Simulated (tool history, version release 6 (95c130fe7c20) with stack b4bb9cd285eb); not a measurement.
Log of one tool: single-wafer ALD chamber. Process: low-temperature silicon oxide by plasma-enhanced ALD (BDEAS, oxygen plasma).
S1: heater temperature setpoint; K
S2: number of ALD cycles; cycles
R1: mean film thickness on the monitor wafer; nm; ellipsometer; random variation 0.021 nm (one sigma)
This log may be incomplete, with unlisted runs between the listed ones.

Run 1, hour 0.0: S1 358.15 K, S2 48 cycles. Result: R1 7.5869 nm.
Run 2, hour 7.7: S1 358.15 K, S2 41 cycles. Result: R1 6.4710 nm.
Run 3, hour 16.0: S1 353.15 K, S2 45 cycles. Result: R1 7.2457 nm.
Run 4, hour 21.4: S1 349.15 K, S2 47 cycles. Result: R1 7.6272 nm.
Run 5, hour 22.4: S1 359.15 K, S2 47 cycles. Result: R1 7.4140 nm.
Run 6, hour 25.8: S1 359.15 K, S2 40 cycles. Result: R1 6.2984 nm.
Run 7, hour 32.9: S1 347.15 K, S2 48 cycles. Result: R1 7.8212 nm.

Run 8 has not been measured yet. What should we expect?
Run 8, hour 36.9: S1 345.15 K, S2 50 cycles. Result: R1 ?.

R1: 8.2393 nm
